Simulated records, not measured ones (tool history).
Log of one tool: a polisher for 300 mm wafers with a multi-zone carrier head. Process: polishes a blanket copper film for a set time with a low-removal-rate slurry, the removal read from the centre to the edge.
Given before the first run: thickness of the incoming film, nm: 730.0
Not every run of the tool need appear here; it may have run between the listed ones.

run,hour,flow of slurry (ml/min),pressure of the head's centre zone,pressure of the head's middle zone,pressure of the head's edge zone,abrasive content of the slurry,polishing time (s),film removed at the wafer's centre (angstrom),film removed at mid-radius (angstrom),film removed at the wafer's edge (angstrom)
1,0,135,1,1,1,1,33,808.59,799.52,795.99
2,0.6,135,1.08,1,1,1,33,862.24,790.57,809.71
3,2.5,135,1.08,1,1,0.9,33,843.26,775.61,784.85
4,6.3,130,1.03,1,0.96,0.8,31,729.73,705.84,691.77
5,15,125,0.99,1.01,0.93,0.75,29,637.16,654.72,623.77
6,21.2,125,0.99,0.94,0.93,0.75,29,628.31,617.2,623.66

What does the tool deliver on the next run?
7,22.1,125,0.97,0.96,0.9,0.7,28,?,?,?

Run 7 came out at film removed at the wafer's centre (angstrom) 598.78, film removed at mid-radius (angstrom) 587.23, film removed at the wafer's edge (angstrom) 572.89.
